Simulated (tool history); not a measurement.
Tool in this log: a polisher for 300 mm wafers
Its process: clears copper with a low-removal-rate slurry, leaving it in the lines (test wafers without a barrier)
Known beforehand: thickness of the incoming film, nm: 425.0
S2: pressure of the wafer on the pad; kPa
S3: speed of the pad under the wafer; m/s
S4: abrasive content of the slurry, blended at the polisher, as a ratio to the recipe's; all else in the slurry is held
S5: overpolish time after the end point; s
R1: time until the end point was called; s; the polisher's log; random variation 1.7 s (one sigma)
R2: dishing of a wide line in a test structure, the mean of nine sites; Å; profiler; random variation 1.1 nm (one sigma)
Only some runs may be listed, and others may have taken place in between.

{"run": 1, "hour": 0.0, "flow of slurry (ml/min)": 245, "S2": 17.9, "S3": 1.0, "S4": 1.0, "S5": 19, "R1": 128.06, "R2": 425.79}
{"run": 2, "hour": 7.8, "flow of slurry (ml/min)": 245, "S2": 20.0, "S3": 1.0, "S4": 1.0, "S5": 22, "R1": 119.4, "R2": 537.02}
{"run": 3, "hour": 15.4, "flow of slurry (ml/min)": 245, "S2": 22.1, "S3": 1.0, "S4": 1.0, "S5": 23, "R1": 105.51, "R2": 597.94}
{"run": 4, "hour": 21.0, "flow of slurry (ml/min)": 245, "S2": 22.1, "S3": 1.0, "S4": 0.85, "S5": 23, "R1": 106.81, "R2": 600.56}
{"run": 5, "hour": 28.2, "flow of slurry (ml/min)": 245, "S2": 22.1, "S3": 1.0, "S4": 1.05, "S5": 23, "R1": 105.14, "R2": 614.11}
{"run": 6, "hour": 34.7, "flow of slurry (ml/min)": 245, "S2": 22.8, "S3": 1.0, "S4": 1.05, "S5": 24, "R1": 104.25, "R2": 642.69}
{"run": 7, "hour": 43.4, "flow of slurry (ml/min)": 245, "S2": 23.4, "S3": 1.0, "S4": 1.05, "S5": 25, "R1": 98.532, "R2": 687.2}

What will run 8 give?
{"run": 8, "hour": 52.4, "flow of slurry (ml/min)": 245, "S2": 24.1, "S3": 1.0, "S4": 1.05, "S5": 26, "R1": "?", "R2": "?"}

{"run 8": {"R1": 96.862, "R2": 716.24}}
